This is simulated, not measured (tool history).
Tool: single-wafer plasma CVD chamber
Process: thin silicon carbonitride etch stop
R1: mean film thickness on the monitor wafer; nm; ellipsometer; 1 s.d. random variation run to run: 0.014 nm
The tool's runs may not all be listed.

{"run": 1, "hour": 0.0, "RF power (kW)": 0.19, "deposition time (s)": 10.1, "R1": 5.4835}
{"run": 2, "hour": 1.8, "RF power (kW)": 0.17, "deposition time (s)": 10.1, "R1": 5.2815}
{"run": 3, "hour": 8.1, "RF power (kW)": 0.19, "deposition time (s)": 10.1, "R1": 5.4631}
{"run": 4, "hour": 17.0, "RF power (kW)": 0.19, "deposition time (s)": 9.6, "R1": 5.2153}
{"run": 5, "hour": 24.4, "RF power (kW)": 0.195, "deposition time (s)": 9.8, "R1": 5.3679}
{"run": 6, "hour": 26.2, "RF power (kW)": 0.2, "deposition time (s)": 10, "R1": 5.5277}
{"run": 7, "hour": 29.2, "RF power (kW)": 0.205, "deposition time (s)": 10.1, "R1": 5.6233}

Predict the results of run 8:
{"run": 8, "hour": 34.7, "RF power (kW)": 0.21, "deposition time (s)": 10.2, "R1": "?"}

{"run 8": {"R1": 5.7268}}

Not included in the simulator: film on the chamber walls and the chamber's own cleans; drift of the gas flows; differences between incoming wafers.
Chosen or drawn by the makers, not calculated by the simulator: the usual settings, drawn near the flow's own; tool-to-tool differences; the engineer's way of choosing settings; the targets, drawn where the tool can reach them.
